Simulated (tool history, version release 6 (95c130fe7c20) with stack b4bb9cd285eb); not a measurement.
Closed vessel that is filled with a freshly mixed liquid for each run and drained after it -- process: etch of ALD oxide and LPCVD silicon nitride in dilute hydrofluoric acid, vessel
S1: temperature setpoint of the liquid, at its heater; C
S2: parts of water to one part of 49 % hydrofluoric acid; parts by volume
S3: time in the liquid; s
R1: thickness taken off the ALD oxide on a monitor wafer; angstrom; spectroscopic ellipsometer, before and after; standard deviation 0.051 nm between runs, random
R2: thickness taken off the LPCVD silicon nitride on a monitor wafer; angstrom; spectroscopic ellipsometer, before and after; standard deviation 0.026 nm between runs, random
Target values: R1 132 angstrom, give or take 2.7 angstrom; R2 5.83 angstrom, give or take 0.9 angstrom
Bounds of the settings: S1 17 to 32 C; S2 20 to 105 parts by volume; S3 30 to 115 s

run,hour,S1,S2,S3,R1,R2
1,0,24,55,60,109.45,5.7013
2,5.8,27,55,60,124.85,7.6543
3,14.7,24,55,60,110.97,6.3667
4,19.5,24,45,60,136.58,6.8344
5,24.8,23,45,60,131.78,6.8976
6,30,23,45,40,87.325,4.5882
7,37.1,27,30,40,157.63,8.9553
8,41.6,26.5,30,40,154.88,9.2779
9,44.9,26,30,40,151.19,7.8908
10,51.8,25.5,30,40,148.32,7.8887
11,59.6,25,30,40,145.41,7.8243
12,64.4,24.5,30,40,142.63,7.9122
13,68.6,24,30,40,139.37,7.3241
14,73.5,24,30,40,139.76,7.7768

Next run, 5 choices. One meets every target within its allowed miss, the rest don't. Which?
A,78.4,30.5,30,30,?,?
B,78.4,30,35,35,?,?
C,78.4,26,25,30,?,?
D,78.4,29.5,30,30,?,?
E,78.4,17,60,105,?,?

move,R1,R2
A,135.57,7.8968
B,131.85,7.6716
C,136.52,6.9943
D,130.25,7.3978
E,130.26,5.63
A: gains on the last run, yet a result remains outside its allowed miss
B: brings the result that was furthest off to its target, and leaves another outside
C: gains on the last run, yet a result remains outside its allowed miss
D: brings the result that was furthest off to its target, and leaves another outside
E: hits every target within its allowed miss
The right move is E.
